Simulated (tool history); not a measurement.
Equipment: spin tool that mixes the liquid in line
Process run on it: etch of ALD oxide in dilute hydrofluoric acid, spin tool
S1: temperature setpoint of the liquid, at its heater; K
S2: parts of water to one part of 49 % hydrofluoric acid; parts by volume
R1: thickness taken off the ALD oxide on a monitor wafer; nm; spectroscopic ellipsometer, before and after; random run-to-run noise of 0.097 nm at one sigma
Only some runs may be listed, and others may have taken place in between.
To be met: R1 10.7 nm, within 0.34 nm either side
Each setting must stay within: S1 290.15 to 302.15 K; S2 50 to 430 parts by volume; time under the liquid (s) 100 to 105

run 1 hour=0 | S1=294.15 S2=240 time_under_the_liquid_(s)=100 | R1=9.8551
run 2 hour=6.1 | S1=294.15 S2=240 time_under_the_liquid_(s)=100 | R1=9.886
run 3 hour=11.2 | S1=294.15 S2=240 time_under_the_liquid_(s)=100 | R1=9.8566
run 4 hour=18.9 | S1=294.15 S2=195 time_under_the_liquid_(s)=100 | R1=12.498
run 5 hour=22.7 | S1=293.15 S2=195 time_under_the_liquid_(s)=100 | R1=12.204
run 6 hour=27.7 | S1=293.15 S2=255 time_under_the_liquid_(s)=100 | R1=8.8042
run 7 hour=31.6 | S1=294.65 S2=255 time_under_the_liquid_(s)=100 | R1=9.2236
run 8 hour=34.4 | S1=294.65 S2=255 time_under_the_liquid_(s)=100 | R1=9.2375
-- hour=36.2 hydrofluoric acid flow meter replaced
run 9 hour=36.2 | S1=295.65 S2=255 time_under_the_liquid_(s)=100 | R1=8.5602
run 10 hour=43.5 | S1=294.15 S2=250 time_under_the_liquid_(s)=100 | R1=8.2635
run 11 hour=47.1 | S1=296.15 S2=250 time_under_the_liquid_(s)=100 | R1=8.6072
run 12 hour=55.7 | S1=294.65 S2=245 time_under_the_liquid_(s)=100 | R1=8.6385
run 13 hour=57.7 | S1=294.65 S2=245 time_under_the_liquid_(s)=100 | R1=8.4655
run 14 hour=61.4 | S1=293.65 S2=240 time_under_the_liquid_(s)=100 | R1=8.431
run 15 hour=64.4 | S1=294.65 S2=240 time_under_the_liquid_(s)=100 | R1=8.9287
run 16 hour=70.2 | S1=293.65 S2=230 time_under_the_liquid_(s)=100 | R1=8.9423
run 17 hour=75.1 | S1=294.65 S2=230 time_under_the_liquid_(s)=100 | R1=9.2226
run 18 hour=79.8 | S1=293.65 S2=225 time_under_the_liquid_(s)=100 | R1=9.1129
run 19 hour=86.6 | S1=294.65 S2=225 time_under_the_liquid_(s)=100 | R1=9.5681
run 20 hour=89.7 | S1=294.15 S2=220 time_under_the_liquid_(s)=100 | R1=9.6154
run 21 hour=94.8 | S1=294.15 S2=210 time_under_the_liquid_(s)=100 | R1=10.063

Pick the move, out of 4, that brings all results within their allowed miss; only one does.
run A hour=99.9 | S1=298.65 S2=215 time_under_the_liquid_(s)=100 | R1=?
run B hour=99.9 | S1=293.65 S2=195 time_under_the_liquid_(s)=105 | R1=?
run C hour=99.9 | S1=294.65 S2=210 time_under_the_liquid_(s)=105 | R1=?
run D hour=99.9 | S1=293.65 S2=230 time_under_the_liquid_(s)=100 | R1=?

move=A R1=11.61
move=B R1=11.392
move=C R1=10.826
move=D R1=8.8884
A: moves the result that the last run missed by most past its target, out the other side
B: moves the result that the last run missed by most past its target, out the other side
C: all results land within tolerance of their targets
D: misses by more than the last run did
Move C is the one to make.
